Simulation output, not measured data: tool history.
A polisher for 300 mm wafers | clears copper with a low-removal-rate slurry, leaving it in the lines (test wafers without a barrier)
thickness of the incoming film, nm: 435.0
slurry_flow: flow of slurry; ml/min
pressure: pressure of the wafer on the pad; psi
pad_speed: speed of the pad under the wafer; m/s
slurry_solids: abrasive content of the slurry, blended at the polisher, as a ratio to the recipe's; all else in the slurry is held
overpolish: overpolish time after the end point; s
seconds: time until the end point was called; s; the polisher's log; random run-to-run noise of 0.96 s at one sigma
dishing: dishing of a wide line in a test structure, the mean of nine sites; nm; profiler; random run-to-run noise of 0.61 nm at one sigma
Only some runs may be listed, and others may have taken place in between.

{"run": 1, "hour": 0.0, "slurry_flow": 280, "pressure": 3.1, "pad_speed": 1.34, "slurry_solids": 1, "overpolish": 10, "seconds": 86.179, "dishing": 29.721}
{"run": 2, "hour": 2.6, "slurry_flow": 280, "pressure": 3.1, "pad_speed": 1.34, "slurry_solids": 1, "overpolish": 8, "seconds": 88.413, "dishing": 24.354}
{"run": 3, "hour": 6.4, "slurry_flow": 280, "pressure": 3.1, "pad_speed": 1.34, "slurry_solids": 1.15, "overpolish": 8, "seconds": 85.981, "dishing": 23.71}
{"run": 4, "hour": 8.2, "slurry_flow": 280, "pressure": 3.1, "pad_speed": 1.34, "slurry_solids": 1.15, "overpolish": 9, "seconds": 84.654, "dishing": 26.833}
{"run": 5, "hour": 12.9, "slurry_flow": 280, "pressure": 3.1, "pad_speed": 1.56, "slurry_solids": 1.15, "overpolish": 9, "seconds": 71.531, "dishing": 30.873}
{"run": 6, "hour": 18.8, "slurry_flow": 230, "pressure": 3.1, "pad_speed": 1.56, "slurry_solids": 1.15, "overpolish": 9, "seconds": 76.974, "dishing": 29.777}
{"run": 7, "hour": 25.4, "slurry_flow": 250, "pressure": 3.2, "pad_speed": 1.56, "slurry_solids": 1.15, "overpolish": 8, "seconds": 70.609, "dishing": 27.691}
{"run": 8, "hour": 28.8, "slurry_flow": 260, "pressure": 3.3, "pad_speed": 1.56, "slurry_solids": 1.15, "overpolish": 8, "seconds": 71.818, "dishing": 27.719}
{"run": 9, "hour": 31.4, "slurry_flow": 270, "pressure": 3.5, "pad_speed": 1.56, "slurry_solids": 1.15, "overpolish": 8, "seconds": 66.354, "dishing": 29.919}
{"run": 10, "hour": 34.5, "slurry_flow": 270, "pressure": 3.5, "pad_speed": 1.56, "slurry_solids": 1.15, "overpolish": 8, "seconds": 67.238, "dishing": 29.893}
{"run": 11, "hour": 42.8, "slurry_flow": 280, "pressure": 3.6, "pad_speed": 1.58, "slurry_solids": 1.15, "overpolish": 7, "seconds": 64.152, "dishing": 26.353}
{"run": 12, "hour": 44.8, "slurry_flow": 280, "pressure": 3.6, "pad_speed": 1.58, "slurry_solids": 1.15, "overpolish": 7, "seconds": 66.078, "dishing": 27.651}
{"run": 13, "hour": 45.6, "slurry_flow": 285, "pressure": 3.7, "pad_speed": 1.6, "slurry_solids": 1.15, "overpolish": 6, "seconds": 63.17, "dishing": 25.5}
{"run": 14, "hour": 53.6, "slurry_flow": 290, "pressure": 3.8, "pad_speed": 1.6, "slurry_solids": 1.15, "overpolish": 6, "seconds": 59.778, "dishing": 25.29}
{"run": 15, "hour": 57.7, "slurry_flow": 295, "pressure": 3.9, "pad_speed": 1.6, "slurry_solids": 1.15, "overpolish": 6, "seconds": 58.936, "dishing": 26.429}
{"run": 16, "hour": 65.0, "slurry_flow": 295, "pressure": 4, "pad_speed": 1.6, "slurry_solids": 1.15, "overpolish": 6, "seconds": 58.294, "dishing": 26.828}

Run 17 comes next. What will it give?
{"run": 17, "hour": 70.6, "slurry_flow": 295, "pressure": 4.3, "pad_speed": 1.62, "slurry_solids": 1.15, "overpolish": 4, "seconds": "?", "dishing": "?"}

seconds: 52.746 s
dishing: 19.731 nm
